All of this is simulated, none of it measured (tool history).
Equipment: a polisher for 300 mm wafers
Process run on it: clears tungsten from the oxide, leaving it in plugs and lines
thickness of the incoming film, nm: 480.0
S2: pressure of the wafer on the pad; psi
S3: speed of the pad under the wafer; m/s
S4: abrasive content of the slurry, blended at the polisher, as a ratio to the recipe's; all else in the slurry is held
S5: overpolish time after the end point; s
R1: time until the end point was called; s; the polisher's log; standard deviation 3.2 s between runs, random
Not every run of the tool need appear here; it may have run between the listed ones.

run 1 hour=0 | flow_of_slurry_(ml/min)=180 S2=2.6 S3=1.02 S4=1 S5=16 | R1=165.08
run 2 hour=7.3 | flow_of_slurry_(ml/min)=180 S2=2.6 S3=1.02 S4=1 S5=16 | R1=165.56
run 3 hour=11.7 | flow_of_slurry_(ml/min)=225 S2=2.6 S3=1.02 S4=1 S5=16 | R1=162.6
run 4 hour=16 | flow_of_slurry_(ml/min)=225 S2=2.5 S3=1.02 S4=1 S5=16 | R1=163.29
run 5 hour=21.1 | flow_of_slurry_(ml/min)=225 S2=2.5 S3=1.02 S4=1 S5=13 | R1=168.67
run 6 hour=27.7 | flow_of_slurry_(ml/min)=225 S2=2.4 S3=1.02 S4=1 S5=13 | R1=170.36
run 7 hour=29.9 | flow_of_slurry_(ml/min)=225 S2=2.4 S3=1.02 S4=1 S5=13 | R1=166.55

Forecast run 8:
run 8 hour=38.4 | flow_of_slurry_(ml/min)=225 S2=2.3 S3=1 S4=1 S5=13 | R1=?

{"run 8": {"R1": 180.28}}
